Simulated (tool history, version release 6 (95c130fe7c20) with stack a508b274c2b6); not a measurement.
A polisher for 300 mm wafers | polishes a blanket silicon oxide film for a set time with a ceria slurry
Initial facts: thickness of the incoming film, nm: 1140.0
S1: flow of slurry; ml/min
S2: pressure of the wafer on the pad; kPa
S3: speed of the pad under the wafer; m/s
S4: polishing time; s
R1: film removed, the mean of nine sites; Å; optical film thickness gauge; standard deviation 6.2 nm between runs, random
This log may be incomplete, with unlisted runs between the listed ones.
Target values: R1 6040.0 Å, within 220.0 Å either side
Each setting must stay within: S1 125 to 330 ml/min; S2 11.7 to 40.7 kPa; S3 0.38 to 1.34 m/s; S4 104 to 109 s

run,day,S1,S2,S3,S4,R1
1,0.000,210,26.2,0.86,104,4206.8
2,0.304,210,26.2,0.86,109,4424.5
3,0.438,210,26.2,0.86,104,4141.7
4,0.492,210,20.0,0.86,104,3307.1
5,0.779,170,20.0,0.86,104,3201.9
6,1.075,170,20.0,0.86,109,3282.4
7,1.350,190,22.8,0.86,109,3848.4
8,1.471,200,24.8,0.86,109,4180.8
9,1.525,210,26.9,0.86,109,4569.9
10,1.679,220,28.3,0.86,109,4720.4
11,1.733,220,29.6,0.86,109,4888.5
12,1.962,225,31.0,0.86,109,5285.4
13,2.296,230,31.7,0.86,109,5310.3
14,2.396,230,32.4,0.86,109,5391.7
15,2.512,235,33.1,0.86,109,5565.5
16,2.642,235,33.8,0.86,109,5679.9
17,3.004,235,34.5,0.86,109,5874.4

5 candidate next runs follow, results not yet known. Just one meets every target within its allowed miss. Identify it.
A,3.367,190,35.9,0.94,104,?
B,3.367,220,33.8,0.84,108,?
C,3.367,215,40.0,0.76,105,?
D,3.367,195,36.5,0.78,109,?
E,3.367,245,32.4,0.82,109,?

move,R1
A,6139.8
B,5514.7
C,5729.5
D,5520.8
E,5289.8
A: every result lands within tolerance
B: moves away from the targets compared with the last run
C: moves away from the targets compared with the last run
D: moves away from the targets compared with the last run
E: moves away from the targets compared with the last run
So the answer is move A, the one that meets all the targets.
